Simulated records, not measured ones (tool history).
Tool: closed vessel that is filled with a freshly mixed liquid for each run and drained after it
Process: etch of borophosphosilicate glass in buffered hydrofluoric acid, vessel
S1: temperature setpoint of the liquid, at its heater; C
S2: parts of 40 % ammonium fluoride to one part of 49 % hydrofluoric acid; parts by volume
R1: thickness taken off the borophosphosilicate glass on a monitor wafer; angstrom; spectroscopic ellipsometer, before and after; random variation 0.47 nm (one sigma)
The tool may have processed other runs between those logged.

{"run": 1, "day": 0.0, "S1": 24, "S2": 16.5, "time in the liquid (s)": 95, "R1": 1808.6}
{"run": 2, "day": 0.179, "S1": 24, "S2": 13, "time in the liquid (s)": 95, "R1": 2275.4}
{"run": 3, "day": 0.3, "S1": 24, "S2": 15, "time in the liquid (s)": 95, "R1": 1977}
{"run": 4, "day": 0.4, "S1": 22.5, "S2": 15, "time in the liquid (s)": 95, "R1": 1830.8}
{"run": 5, "day": 0.504, "S1": 26, "S2": 15, "time in the liquid (s)": 95, "R1": 2198.4}
{"run": 6, "day": 0.558, "S1": 28.5, "S2": 15, "time in the liquid (s)": 95, "R1": 2503.1}

What will run 7 give?
{"run": 7, "day": 0.658, "S1": 26, "S2": 15, "time in the liquid (s)": 95, "R1": "?"}

R1: 2193.1 angstrom
